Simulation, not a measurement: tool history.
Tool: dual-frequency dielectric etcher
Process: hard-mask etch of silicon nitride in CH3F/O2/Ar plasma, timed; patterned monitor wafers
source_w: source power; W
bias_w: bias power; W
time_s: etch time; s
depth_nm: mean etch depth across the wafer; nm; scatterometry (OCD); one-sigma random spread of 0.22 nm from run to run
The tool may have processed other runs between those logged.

{"run": 1, "day": 0.0, "source_w": 320, "bias_w": 82, "time_s": 111.0, "depth_nm": 71.039}
{"run": 2, "day": 0.212, "source_w": 280, "bias_w": 82, "time_s": 111.0, "depth_nm": 68.92}
{"run": 3, "day": 0.325, "source_w": 270, "bias_w": 82, "time_s": 111.0, "depth_nm": 68.102}
{"run": 4, "day": 0.625, "source_w": 320, "bias_w": 82, "time_s": 111.0, "depth_nm": 70.944}
{"run": 5, "day": 0.696, "source_w": 320, "bias_w": 94, "time_s": 111.0, "depth_nm": 74.932}
{"run": 6, "day": 0.762, "source_w": 300, "bias_w": 92, "time_s": 111.0, "depth_nm": 72.604}
{"run": 7, "day": 1.046, "source_w": 290, "bias_w": 91, "time_s": 111.0, "depth_nm": 71.897}

Estimate the outcome of run 8 from the log above:
{"run": 8, "day": 1.262, "source_w": 280, "bias_w": 90, "time_s": 111.0, "depth_nm": "?"}

depth_nm: 71.272 nm

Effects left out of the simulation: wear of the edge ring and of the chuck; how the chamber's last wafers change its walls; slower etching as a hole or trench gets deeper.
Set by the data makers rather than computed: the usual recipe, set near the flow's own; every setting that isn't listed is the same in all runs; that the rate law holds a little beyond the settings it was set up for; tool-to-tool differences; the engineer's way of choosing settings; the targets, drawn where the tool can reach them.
